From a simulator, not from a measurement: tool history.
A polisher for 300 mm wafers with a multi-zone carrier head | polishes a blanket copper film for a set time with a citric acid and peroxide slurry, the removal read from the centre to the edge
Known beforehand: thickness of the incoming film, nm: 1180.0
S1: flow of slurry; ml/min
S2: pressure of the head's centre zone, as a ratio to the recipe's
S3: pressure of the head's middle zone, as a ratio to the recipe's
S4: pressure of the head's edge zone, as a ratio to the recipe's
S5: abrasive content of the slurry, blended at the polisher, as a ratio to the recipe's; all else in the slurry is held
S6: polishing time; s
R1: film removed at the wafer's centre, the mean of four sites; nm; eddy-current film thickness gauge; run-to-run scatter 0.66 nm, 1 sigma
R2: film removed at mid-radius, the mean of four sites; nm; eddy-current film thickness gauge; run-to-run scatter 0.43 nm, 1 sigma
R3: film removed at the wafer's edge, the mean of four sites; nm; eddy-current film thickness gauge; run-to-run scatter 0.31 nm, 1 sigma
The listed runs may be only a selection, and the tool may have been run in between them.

run  hour   S1    S2    S3    S4    S5  S6      R1      R2      R3
  1     0  165     1     1     1     1  35  51.672  51.665   52.77
  2   6.7  160  1.02  0.97  0.97   0.9  34  52.085  47.511  49.851
  3  13.3  160  1.02  0.97  0.97   1.1  34  53.234  49.863  51.857
  4  17.2  160  1.02  0.93  0.97   1.1  34  52.902  48.566   51.55
  5  25.5  160  1.05  0.93  0.97   1.1  34  55.137  48.811  51.454
  6  28.8  160  1.05  0.93   0.9   1.1  34   55.57  47.659  49.574
  7  30.8  155  1.04  0.92  0.89     1  34  53.851  47.339  47.726
  8  39.3  155  1.05   0.9  0.91  0.95  33  52.175  44.615  47.488
     41.6  -- slurry nozzle cleaned
  9  41.6  150  1.06  0.88   0.9   0.9  32   53.37  44.477   46.36
 10  44.8  155  1.07  0.87  0.91   0.9  30   52.05  40.558  44.321
 11  45.7  155  1.06  0.86  0.91  0.85  29  48.226   39.61  41.939
 12  52.2  150  1.06  0.85  0.92   0.8  29  48.061  37.776  42.541
 13  60.8  145  1.06  0.85  0.91   0.8  29  47.027  38.749  42.364
 14  66.2  145  1.06  0.84  0.91  0.75  29  46.541  37.306  41.908

Run 15 is up next; what results do you expect?
 15    73  145  1.06  0.84  0.91  0.75  29   ?   ?   ?

Run 15 yielded R1 47.197 nm, R2 37.155 nm, R3 41.284 nm.
